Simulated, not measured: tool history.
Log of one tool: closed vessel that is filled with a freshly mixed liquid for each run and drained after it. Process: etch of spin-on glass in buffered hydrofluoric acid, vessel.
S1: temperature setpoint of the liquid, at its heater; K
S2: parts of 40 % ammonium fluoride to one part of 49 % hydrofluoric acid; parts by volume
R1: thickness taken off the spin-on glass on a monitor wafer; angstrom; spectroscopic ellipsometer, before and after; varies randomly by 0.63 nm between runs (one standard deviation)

run 1 hour=0 | S1=296.15 S2=17 time_in_the_liquid_(s)=95 | R1=1150.9
run 2 hour=8.7 | S1=296.15 S2=17 time_in_the_liquid_(s)=95 | R1=1141.7
run 3 hour=13.3 | S1=295.15 S2=17 time_in_the_liquid_(s)=95 | R1=1085.9
run 4 hour=16.9 | S1=294.15 S2=17 time_in_the_liquid_(s)=95 | R1=1024.1
run 5 hour=19 | S1=294.15 S2=17 time_in_the_liquid_(s)=100 | R1=1088.6
run 6 hour=20.7 | S1=293.65 S2=17 time_in_the_liquid_(s)=100 | R1=1055.2
run 7 hour=25.3 | S1=293.15 S2=17 time_in_the_liquid_(s)=100 | R1=1028.1

Run 8 is up next; what results do you expect?
run 8 hour=32.2 | S1=292.65 S2=17 time_in_the_liquid_(s)=100 | R1=?

{"run 8": {"R1": 1011.1}}
